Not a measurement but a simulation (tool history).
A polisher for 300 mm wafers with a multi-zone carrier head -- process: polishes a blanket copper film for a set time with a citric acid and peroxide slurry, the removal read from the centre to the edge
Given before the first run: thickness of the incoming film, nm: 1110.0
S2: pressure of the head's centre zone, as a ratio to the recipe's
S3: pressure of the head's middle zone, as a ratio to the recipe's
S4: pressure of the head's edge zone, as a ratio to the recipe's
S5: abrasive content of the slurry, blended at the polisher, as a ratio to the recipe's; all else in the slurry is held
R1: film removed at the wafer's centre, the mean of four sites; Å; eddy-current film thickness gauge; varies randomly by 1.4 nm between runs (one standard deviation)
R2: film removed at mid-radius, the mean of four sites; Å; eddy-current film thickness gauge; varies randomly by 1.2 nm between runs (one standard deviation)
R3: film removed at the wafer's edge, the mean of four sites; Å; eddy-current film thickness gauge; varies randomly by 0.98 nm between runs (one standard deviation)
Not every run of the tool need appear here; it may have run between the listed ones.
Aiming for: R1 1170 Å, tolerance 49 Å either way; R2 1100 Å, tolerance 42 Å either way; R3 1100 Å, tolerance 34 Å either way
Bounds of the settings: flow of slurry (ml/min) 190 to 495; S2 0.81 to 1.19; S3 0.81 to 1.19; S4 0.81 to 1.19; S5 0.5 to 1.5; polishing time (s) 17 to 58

Run 1, hour 0: flow of slurry (ml/min) 320, S2 1, S3 1, S4 1, S5 1, polishing time (s) 37. Result: R1 845.62 Å, R2 831.67 Å, R3 812.09 Å.
Run 2, hour 0.8: flow of slurry (ml/min) 320, S2 1, S3 0.94, S4 1, S5 1, polishing time (s) 37. Result: R1 837.38 Å, R2 782.77 Å, R3 798.49 Å.
Run 3, hour 1.7: flow of slurry (ml/min) 320, S2 1.03, S3 0.98, S4 1.04, S5 1.15, polishing time (s) 38. Result: R1 919.1 Å, R2 871.64 Å, R3 898.39 Å.
Run 4, hour 2.6: flow of slurry (ml/min) 350, S2 1.03, S3 0.98, S4 1.04, S5 1.15, polishing time (s) 38. Result: R1 941.73 Å, R2 883.48 Å, R3 887.76 Å.
Run 5, hour 5.4: flow of slurry (ml/min) 315, S2 1.03, S3 0.98, S4 1.04, S5 1.15, polishing time (s) 38. Result: R1 929.46 Å, R2 879.36 Å, R3 876.78 Å.
Run 6, hour 12.3: flow of slurry (ml/min) 315, S2 1.03, S3 0.94, S4 1.04, S5 1.15, polishing time (s) 38. Result: R1 945.51 Å, R2 845.23 Å, R3 876.22 Å.
Run 7, hour 17.6: flow of slurry (ml/min) 315, S2 1.06, S3 0.98, S4 1.08, S5 1.25, polishing time (s) 38. Result: R1 971.34 Å, R2 896.02 Å, R3 913.21 Å.
Run 8, hour 18.2: flow of slurry (ml/min) 325, S2 1.08, S3 1, S4 1.11, S5 1.35, polishing time (s) 39. Result: R1 1044 Å, R2 950 Å, R3 971.06 Å.

Exercise: of the 5 proposed moves below, exactly one satisfies all targets within the stated allowed misses. Which move is it?
Run A, hour 18.8: flow of slurry (ml/min) 370, S2 1.19, S3 0.86, S4 1.09, S5 1.35, polishing time (s) 34. Result: R1 ?, R2 ?, R3 ?.
Run B, hour 18.8: flow of slurry (ml/min) 210, S2 1.13, S3 0.95, S4 1.15, S5 1.2, polishing time (s) 36. Result: R1 ?, R2 ?, R3 ?.
Run C, hour 18.8: flow of slurry (ml/min) 315, S2 0.93, S3 1.06, S4 1.07, S5 1.3, polishing time (s) 45. Result: R1 ?, R2 ?, R3 ?.
Run D, hour 18.8: flow of slurry (ml/min) 335, S2 1.03, S3 1.08, S4 1.09, S5 1.4, polishing time (s) 45. Result: R1 ?, R2 ?, R3 ?.
Run E, hour 18.8: flow of slurry (ml/min) 290, S2 1.06, S3 1.01, S4 1.08, S5 1.45, polishing time (s) 44. Result: R1 ?, R2 ?, R3 ?.

move      R1      R2      R3
   A  1012.3   747.5  846.34
   B  914.44  777.63  842.63
   C  1019.2  1149.4  1085.1
   D  1160.2  1197.6  1120.2
   E  1158.9  1100.5    1090
A: further off than the last run
B: further off than the last run
C: corrects the largest miss of the last run, while another result sits out of spec
D: corrects the largest miss of the last run, while another result sits out of spec
E: hits every target within its allowed miss
Answer: E
